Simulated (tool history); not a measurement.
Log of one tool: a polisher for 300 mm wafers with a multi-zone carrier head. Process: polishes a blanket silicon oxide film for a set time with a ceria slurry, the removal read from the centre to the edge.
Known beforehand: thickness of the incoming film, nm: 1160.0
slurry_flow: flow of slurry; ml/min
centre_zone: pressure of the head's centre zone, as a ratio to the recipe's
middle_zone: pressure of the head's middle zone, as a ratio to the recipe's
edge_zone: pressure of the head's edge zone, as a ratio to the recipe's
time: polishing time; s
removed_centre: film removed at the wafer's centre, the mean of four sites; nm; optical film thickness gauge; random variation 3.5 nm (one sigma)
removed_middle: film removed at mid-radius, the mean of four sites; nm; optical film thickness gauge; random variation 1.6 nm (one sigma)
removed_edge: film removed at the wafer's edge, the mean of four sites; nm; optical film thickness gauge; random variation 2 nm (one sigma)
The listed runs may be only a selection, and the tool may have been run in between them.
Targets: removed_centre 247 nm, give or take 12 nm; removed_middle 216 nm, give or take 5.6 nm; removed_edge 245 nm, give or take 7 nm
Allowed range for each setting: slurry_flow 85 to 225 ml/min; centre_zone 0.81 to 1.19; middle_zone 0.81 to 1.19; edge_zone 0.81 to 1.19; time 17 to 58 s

run  hour  slurry_flow  centre_zone  middle_zone  edge_zone  time  removed_centre  removed_middle  removed_edge
  1     0          145            1            1          1    37          207.45           214.2        206.57
  2   5.4          145            1            1       1.08    37          207.42          214.36        212.91
  3   9.9          145            1         1.05       1.08    37          208.61          222.99        212.81
  4  13.8          150         1.02            1       1.12    38          224.41          221.74        227.64
  5  17.7          155         1.03         0.98       1.14    38          223.19          218.68           228
  6  19.1          155         1.03         0.98       1.14    34          202.46          196.46        205.11
  7  24.6          165         1.04         0.95       1.16    35           211.4          198.08        211.39
  8    26          160         1.05         0.94       1.17    37          231.15          204.77         227.8
  9  34.4          165         1.05         0.94       1.18    38          226.32          216.67        233.73

Of the 5 settings listed for the next run, only one would bring every result within its allowed miss of target. Which one?
  A  42.8          190         1.12         0.86       1.12    40               ?               ?             ?
  B  42.8          155         1.15         0.93       1.19    42               ?               ?             ?
  C  42.8          110         1.12         0.91       1.16    42               ?               ?             ?
  D  42.8          155         1.01         0.86       1.19    42               ?               ?             ?
  E  42.8          220            1         1.03       1.14    36               ?               ?             ?

move  removed_centre  removed_middle  removed_edge
   A          266.83          214.51        245.45
   B          277.37          230.76        259.21
   C          249.11          211.53        243.43
   D          243.27          218.01        259.43
   E          219.39          225.52        225.79
A: the result that was furthest off in the last run now lies on the other side of its target
B: the result that was furthest off in the last run now lies on the other side of its target
C: each result inside its tolerance
D: gets the furthest-off result to its target, but another result is out of tolerance
E: lands further from the targets than the last run did
Go with C: it meets all targets.
